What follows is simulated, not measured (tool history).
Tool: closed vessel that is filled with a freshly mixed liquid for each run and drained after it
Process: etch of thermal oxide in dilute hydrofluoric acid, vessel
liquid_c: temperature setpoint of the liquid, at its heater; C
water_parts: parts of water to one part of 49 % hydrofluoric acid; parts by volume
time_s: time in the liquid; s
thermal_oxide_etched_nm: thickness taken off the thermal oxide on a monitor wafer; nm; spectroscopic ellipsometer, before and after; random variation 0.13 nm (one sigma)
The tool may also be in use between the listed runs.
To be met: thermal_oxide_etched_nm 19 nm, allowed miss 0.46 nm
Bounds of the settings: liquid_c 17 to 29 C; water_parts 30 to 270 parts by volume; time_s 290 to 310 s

run,hour,liquid_c,water_parts,time_s,thermal_oxide_etched_nm
1,0,21,150,290,8.2195
2,8.7,23.5,125,290,10.946
3,14.8,23.5,160,290,8.2659
4,21.2,23.5,160,290,8.296
5,24,20.5,160,290,7.5072
6,27.7,20.5,160,290,7.3658
7,32.8,23.5,135,290,10.021
# hour 38.4: hydrofluoric acid flow meter replaced
8,38.4,25,115,290,12.157
9,47.4,29,65,290,26.742
10,54,27,65,290,24.81
11,61.1,25,65,290,22.898
12,70.3,23,65,290,21.232
13,78.2,22,65,290,20.026

5 next moves are on the table. One of them brings every result within its allowed miss. Which?
A,86.1,21.5,75,305,?
B,86.1,22.5,75,310,?
C,86.1,21.5,65,295,?
D,86.1,20.5,65,310,?
E,86.1,23,75,290,?

move,thermal_oxide_etched_nm
A,17.848
B,18.901
C,20.162
D,20.322
E,18.046
A: takes the result that was furthest off past its target
B: meets every target
C: further off than the last run
D: further off than the last run
E: takes the result that was furthest off past its target
The right move is B.
